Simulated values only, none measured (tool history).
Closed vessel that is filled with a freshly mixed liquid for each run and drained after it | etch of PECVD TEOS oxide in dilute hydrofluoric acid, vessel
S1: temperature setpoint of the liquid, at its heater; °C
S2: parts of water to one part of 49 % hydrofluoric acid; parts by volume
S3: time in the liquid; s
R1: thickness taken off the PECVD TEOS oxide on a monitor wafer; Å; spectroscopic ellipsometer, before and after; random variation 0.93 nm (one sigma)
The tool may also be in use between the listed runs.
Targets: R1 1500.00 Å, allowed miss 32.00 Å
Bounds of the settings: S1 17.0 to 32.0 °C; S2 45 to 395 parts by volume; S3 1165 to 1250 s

{"run": 1, "hour": 0.0, "S1": 24.0, "S2": 220, "S3": 1165, "R1": 657.24}
{"run": 2, "hour": 8.0, "S1": 26.5, "S2": 185, "S3": 1165, "R1": 892.09}
{"run": 3, "hour": 15.0, "S1": 26.5, "S2": 140, "S3": 1165, "R1": 1248.8}
{"run": 4, "hour": 20.9, "S1": 25.5, "S2": 140, "S3": 1165, "R1": 1192.3}
{"run": 5, "hour": 25.5, "S1": 25.5, "S2": 140, "S3": 1250, "R1": 1278.6}
{"run": 6, "hour": 29.1, "S1": 26.5, "S2": 140, "S3": 1250, "R1": 1326.1}
{"run": 7, "hour": 32.6, "S1": 27.5, "S2": 140, "S3": 1250, "R1": 1362.9}
{"run": 8, "hour": 40.1, "S1": 28.5, "S2": 140, "S3": 1250, "R1": 1435.2}
{"run": 9, "hour": 41.2, "S1": 28.5, "S2": 140, "S3": 1250, "R1": 1426.9}
{"run": 10, "hour": 48.3, "S1": 28.5, "S2": 140, "S3": 1250, "R1": 1429.2}
{"run": 11, "hour": 52.3, "S1": 29.0, "S2": 140, "S3": 1250, "R1": 1458.7}
{"run": 12, "hour": 53.7, "S1": 29.0, "S2": 140, "S3": 1250, "R1": 1463.9}

Which of these 5 next moves meets every target?
{"run": "A", "hour": 55.1, "S1": 25.5, "S2": 125, "S3": 1235, "R1": "?"}
{"run": "B", "hour": 55.1, "S1": 27.5, "S2": 135, "S3": 1245, "R1": "?"}
{"run": "C", "hour": 55.1, "S1": 28.5, "S2": 140, "S3": 1250, "R1": "?"}
{"run": "D", "hour": 55.1, "S1": 27.0, "S2": 135, "S3": 1250, "R1": "?"}
{"run": "E", "hour": 55.1, "S1": 30.0, "S2": 140, "S3": 1230, "R1": "?"}

move=A R1=1441.30
move=B R1=1433.20
move=C R1=1430.80
move=D R1=1412.30
move=E R1=1487.20
A: further off than the last run
B: further off than the last run
C: further off than the last run
D: further off than the last run
E: meets every target
Move E is the one to make.

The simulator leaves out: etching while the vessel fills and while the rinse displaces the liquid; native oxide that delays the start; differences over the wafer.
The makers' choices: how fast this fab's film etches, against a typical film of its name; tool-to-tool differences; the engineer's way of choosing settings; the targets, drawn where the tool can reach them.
